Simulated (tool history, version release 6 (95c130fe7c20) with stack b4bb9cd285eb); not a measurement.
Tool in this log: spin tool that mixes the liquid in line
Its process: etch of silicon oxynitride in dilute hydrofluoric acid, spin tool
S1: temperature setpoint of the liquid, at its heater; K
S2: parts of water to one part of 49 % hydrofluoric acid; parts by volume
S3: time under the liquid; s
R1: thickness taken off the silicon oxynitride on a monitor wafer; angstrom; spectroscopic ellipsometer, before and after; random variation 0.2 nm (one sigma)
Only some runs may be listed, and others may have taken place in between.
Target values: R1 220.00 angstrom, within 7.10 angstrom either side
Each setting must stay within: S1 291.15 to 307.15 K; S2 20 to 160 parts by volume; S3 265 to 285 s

run	hour	S1	S2	S3	R1
1	0.0	299.15	90	265	106.90
2	3.2	300.65	85	265	124.05
3	12.1	300.65	85	265	120.60
4	16.9	301.65	80	265	136.08
5	18.3	301.65	80	265	135.60
6	25.9	303.15	80	265	148.08
7	33.2	307.15	60	265	239.57
8	38.7	306.65	60	265	234.67

Of the 5 settings listed for the next run, only one would bring every result within its allowed miss of target. Which one?
A	44.2	305.65	60	285	?
B	44.2	303.15	55	265	?
C	44.2	307.15	75	285	?
D	44.2	306.15	60	280	?
E	44.2	303.15	60	265	?

move	R1
A	239.36
B	217.69
C	201.23
D	240.54
E	198.51
A: the biggest miss grows against the last run
B: every result lands within tolerance
C: takes the result that was furthest off past its target
D: the biggest miss grows against the last run
E: takes the result that was furthest off past its target
Answer: B
